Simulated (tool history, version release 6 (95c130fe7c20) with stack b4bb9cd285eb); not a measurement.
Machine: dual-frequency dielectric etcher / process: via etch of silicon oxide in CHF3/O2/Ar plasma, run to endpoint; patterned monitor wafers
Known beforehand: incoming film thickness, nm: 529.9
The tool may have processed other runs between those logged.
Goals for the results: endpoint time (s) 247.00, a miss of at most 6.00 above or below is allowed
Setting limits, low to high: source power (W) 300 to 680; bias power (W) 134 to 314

run 1 hour=0.0 | source_power_(W)=490 bias_power_(W)=224 | endpoint_time_(s)=286.20
run 2 hour=1.0 | source_power_(W)=490 bias_power_(W)=209 | endpoint_time_(s)=292.63
run 3 hour=5.3 | source_power_(W)=520 bias_power_(W)=216 | endpoint_time_(s)=285.12
run 4 hour=8.3 | source_power_(W)=550 bias_power_(W)=226 | endpoint_time_(s)=272.97
run 5 hour=13.1 | source_power_(W)=570 bias_power_(W)=229 | endpoint_time_(s)=267.13
run 6 hour=14.6 | source_power_(W)=590 bias_power_(W)=231 | endpoint_time_(s)=261.43
run 7 hour=23.1 | source_power_(W)=600 bias_power_(W)=233 | endpoint_time_(s)=261.78
run 8 hour=31.6 | source_power_(W)=610 bias_power_(W)=236 | endpoint_time_(s)=258.14
run 9 hour=38.2 | source_power_(W)=620 bias_power_(W)=238 | endpoint_time_(s)=255.62
run 10 hour=45.3 | source_power_(W)=630 bias_power_(W)=239 | endpoint_time_(s)=254.37

Of the 4 settings listed for the next run, only one would bring every result within its allowed miss of target. Which one?
run A hour=52.4 | source_power_(W)=530 bias_power_(W)=254 | endpoint_time_(s)=?
run B hour=52.4 | source_power_(W)=550 bias_power_(W)=256 | endpoint_time_(s)=?
run C hour=52.4 | source_power_(W)=610 bias_power_(W)=238 | endpoint_time_(s)=?
run D hour=52.4 | source_power_(W)=590 bias_power_(W)=277 | endpoint_time_(s)=?

move=A endpoint_time_(s)=265.19
move=B endpoint_time_(s)=260.79
move=C endpoint_time_(s)=257.38
move=D endpoint_time_(s)=246.89
A: misses by more than the last run did
B: misses by more than the last run did
C: misses by more than the last run did
D: each result inside its tolerance
Correct choice: D, which meets every target
